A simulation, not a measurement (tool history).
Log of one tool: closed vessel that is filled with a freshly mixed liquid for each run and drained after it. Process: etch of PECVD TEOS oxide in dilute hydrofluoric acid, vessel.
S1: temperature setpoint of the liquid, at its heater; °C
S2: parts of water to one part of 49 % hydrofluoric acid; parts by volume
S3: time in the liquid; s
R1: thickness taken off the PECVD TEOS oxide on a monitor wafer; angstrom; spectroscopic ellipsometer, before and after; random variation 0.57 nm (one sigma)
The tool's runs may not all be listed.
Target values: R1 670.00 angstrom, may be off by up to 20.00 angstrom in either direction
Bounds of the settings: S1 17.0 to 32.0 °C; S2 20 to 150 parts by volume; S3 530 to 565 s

Run 1, day 0.000: S1 24.0 °C, S2 85 parts by volume, S3 530 s. Result: R1 527.50 angstrom.
Run 2, day 0.038: S1 24.0 °C, S2 85 parts by volume, S3 530 s. Result: R1 532.59 angstrom.
Run 3, day 0.262: S1 25.5 °C, S2 85 parts by volume, S3 530 s. Result: R1 569.65 angstrom.
Run 4, day 0.475: S1 26.5 °C, S2 85 parts by volume, S3 530 s. Result: R1 586.53 angstrom.
Run 5, day 0.550: S1 27.5 °C, S2 85 parts by volume, S3 530 s. Result: R1 610.24 angstrom.
Run 6, day 0.846: S1 28.0 °C, S2 85 parts by volume, S3 530 s. Result: R1 620.12 angstrom.
Run 7, day 1.138: S1 28.5 °C, S2 85 parts by volume, S3 530 s. Result: R1 645.75 angstrom.
Run 8, day 1.383: S1 29.0 °C, S2 85 parts by volume, S3 530 s. Result: R1 639.82 angstrom.

Which of these 5 next moves meets every target?
Run A, day 1.629: S1 30.0 °C, S2 100 parts by volume, S3 565 s. Result: R1 ?.
Run B, day 1.629: S1 29.0 °C, S2 95 parts by volume, S3 555 s. Result: R1 ?.
Run C, day 1.629: S1 29.0 °C, S2 90 parts by volume, S3 530 s. Result: R1 ?.
Run D, day 1.629: S1 29.0 °C, S2 90 parts by volume, S3 535 s. Result: R1 ?.
Run E, day 1.629: S1 27.5 °C, S2 80 parts by volume, S3 545 s. Result: R1 ?.

move      R1
   A  592.10
   B  593.70
   C  602.65
   D  608.34
   E  667.18
A: moves away from the targets compared with the last run
B: moves away from the targets compared with the last run
C: moves away from the targets compared with the last run
D: moves away from the targets compared with the last run
E: every result within its allowed miss
Answer: E

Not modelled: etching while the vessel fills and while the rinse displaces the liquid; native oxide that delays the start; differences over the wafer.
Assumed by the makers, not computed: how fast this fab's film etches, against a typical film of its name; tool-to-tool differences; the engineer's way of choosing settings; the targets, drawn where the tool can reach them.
